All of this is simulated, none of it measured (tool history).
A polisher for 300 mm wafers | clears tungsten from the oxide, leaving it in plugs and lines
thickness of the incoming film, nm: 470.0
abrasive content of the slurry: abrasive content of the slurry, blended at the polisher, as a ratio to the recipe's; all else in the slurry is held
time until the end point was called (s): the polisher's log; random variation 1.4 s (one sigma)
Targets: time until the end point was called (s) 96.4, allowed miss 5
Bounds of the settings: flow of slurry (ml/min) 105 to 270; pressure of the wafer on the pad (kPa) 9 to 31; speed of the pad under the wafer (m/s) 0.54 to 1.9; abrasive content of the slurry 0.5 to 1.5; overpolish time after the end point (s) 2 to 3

| run | hour | flow of slurry (ml/min) | pressure of the wafer on the pad (kPa) | speed of the pad under the wafer (m/s) | abrasive content of the slurry | overpolish time after the end point (s) | time until the end point was called (s) |
|---|---|---|---|---|---|---|---|
| 1 | 0 | 175 | 20 | 1.22 | 1 | 3 | 122.56 |
| 2 | 5.3 | 175 | 20 | 1.22 | 0.85 | 3 | 132 |
| 3 | 6 | 175 | 20 | 1.12 | 0.85 | 3 | 139.33 |
| 4 | 8.7 | 175 | 20 | 0.92 | 0.85 | 3 | 172.81 |
| 5 | 12.3 | 175 | 20 | 1.22 | 0.85 | 3 | 127.81 |
| 6 | 21.1 | 175 | 21.4 | 1.22 | 0.85 | 3 | 124.5 |
| 7 | 25.8 | 175 | 23.4 | 1.24 | 0.85 | 3 | 111.36 |
| 8 | 32.3 | 175 | 24.8 | 1.24 | 0.85 | 3 | 104.84 |
| 9 | 39.9 | 175 | 25.5 | 1.24 | 0.85 | 3 | 103.11 |

Which of these 4 next moves meets every target?
| A | 47.5 | 120 | 26.2 | 1.5 | 0.65 | 2 | ? |
| B | 47.5 | 165 | 27.6 | 1.34 | 1 | 2 | ? |
| C | 47.5 | 170 | 26.2 | 1.52 | 0.8 | 2 | ? |
| D | 47.5 | 205 | 25.5 | 1.06 | 1.05 | 3 | ? |

| move | time until the end point was called (s) |
|---|---|
| A | 98.104 |
| B | 84.599 |
| C | 84.753 |
| D | 108.4 |
A: meets every target
B: takes the result that was furthest off past its target
C: takes the result that was furthest off past its target
D: further off than the last run
Answer: A
